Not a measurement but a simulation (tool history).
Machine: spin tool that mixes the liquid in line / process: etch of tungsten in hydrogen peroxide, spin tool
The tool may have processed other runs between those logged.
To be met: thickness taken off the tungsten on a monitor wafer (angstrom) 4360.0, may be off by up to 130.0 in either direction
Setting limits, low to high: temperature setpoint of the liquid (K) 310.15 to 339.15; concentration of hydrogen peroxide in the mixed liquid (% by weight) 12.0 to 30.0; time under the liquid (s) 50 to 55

run,hour,temperature setpoint of the liquid (K),concentration of hydrogen peroxide in the mixed liquid (% by weight),time under the liquid (s),thickness taken off the tungsten on a monitor wafer (angstrom)
1,0.0,326.15,22.0,50,2084.6
2,3.6,326.15,24.5,50,2178.7
3,4.7,327.65,24.5,50,2360.2
4,10.5,329.15,24.5,50,2584.3
5,14.9,330.15,24.5,50,2768.7
6,20.3,331.15,24.5,50,2901.4
7,24.0,332.15,24.5,50,3098.0
8,31.2,332.65,24.5,50,3162.0
9,32.7,339.15,24.5,50,4641.9

Exercise: of the 4 proposed moves below, exactly one satisfies all targets within the stated allowed misses. Which move is it?
A,34.2,335.15,25.0,55,?
B,34.2,338.65,26.5,50,?
C,34.2,337.65,26.5,50,?
D,34.2,336.15,26.5,50,?

move,thickness taken off the tungsten on a monitor wafer (angstrom)
A,4102.0
B,4674.5
C,4420.7
D,4063.1
A: takes the result that was furthest off past its target
B: the biggest miss grows against the last run
C: every result within its allowed miss
D: takes the result that was furthest off past its target
Move C is the one to make.
